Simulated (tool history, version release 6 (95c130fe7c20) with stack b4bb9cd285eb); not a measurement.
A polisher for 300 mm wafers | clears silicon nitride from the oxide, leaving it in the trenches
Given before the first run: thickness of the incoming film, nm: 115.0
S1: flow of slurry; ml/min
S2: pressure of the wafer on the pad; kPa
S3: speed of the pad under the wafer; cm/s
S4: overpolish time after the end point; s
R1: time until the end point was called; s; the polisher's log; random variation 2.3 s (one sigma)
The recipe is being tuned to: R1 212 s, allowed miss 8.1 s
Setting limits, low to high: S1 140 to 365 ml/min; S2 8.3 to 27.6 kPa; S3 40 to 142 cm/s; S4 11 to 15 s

run,day,S1,S2,S3,S4,R1
1,0,235,17.9,90,15,125.89
2,0.038,235,15.9,90,15,144.09
3,0.142,235,19.3,90,15,115.8
4,0.175,290,19.3,90,15,114.16
5,0.246,265,19.3,90,15,116.9
6,0.438,265,19.3,102,15,103.36
7,0.712,265,17.2,100,15,120.6
8,0.896,265,15.2,100,15,134.22
9,1.154,265,13.8,98,15,149.98
10,1.512,260,9,96,15,230.76

Which of these 4 next moves meets every target?
A,1.871,225,10.3,90,15,?
B,1.871,165,11.7,96,11,?
C,1.871,270,8.3,104,15,?
D,1.871,280,8.3,104,11,?

move,R1
A,208.93
B,185.09
C,225.06
D,224.21
A: all results land within tolerance of their targets
B: the result that was furthest off in the last run now lies on the other side of its target
C: moves toward the targets from the last run without getting all of them in spec
D: moves toward the targets from the last run without getting all of them in spec
Move A is the one to make.
